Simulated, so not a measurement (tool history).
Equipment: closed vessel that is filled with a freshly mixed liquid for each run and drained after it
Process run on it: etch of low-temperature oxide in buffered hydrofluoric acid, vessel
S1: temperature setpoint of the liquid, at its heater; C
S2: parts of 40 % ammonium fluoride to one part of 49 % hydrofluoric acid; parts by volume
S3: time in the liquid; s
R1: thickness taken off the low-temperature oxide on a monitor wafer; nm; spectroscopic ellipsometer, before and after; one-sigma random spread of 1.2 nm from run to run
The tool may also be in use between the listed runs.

run	day	S1	S2	S3	R1
1	0	21	7.5	95	267.2
2	0.133	21	7.5	105	293.64
3	0.175	20.5	8	105	266.69
4	0.242	20.5	9.5	105	226.85
5	0.479	19	9.5	105	209.79
6	0.596	18.5	9.5	105	203.48
7	0.921	18.5	9.5	105	203.5

Expected results for the next run?
8	1.188	17.5	10	105	?

R1: 186.74 nm

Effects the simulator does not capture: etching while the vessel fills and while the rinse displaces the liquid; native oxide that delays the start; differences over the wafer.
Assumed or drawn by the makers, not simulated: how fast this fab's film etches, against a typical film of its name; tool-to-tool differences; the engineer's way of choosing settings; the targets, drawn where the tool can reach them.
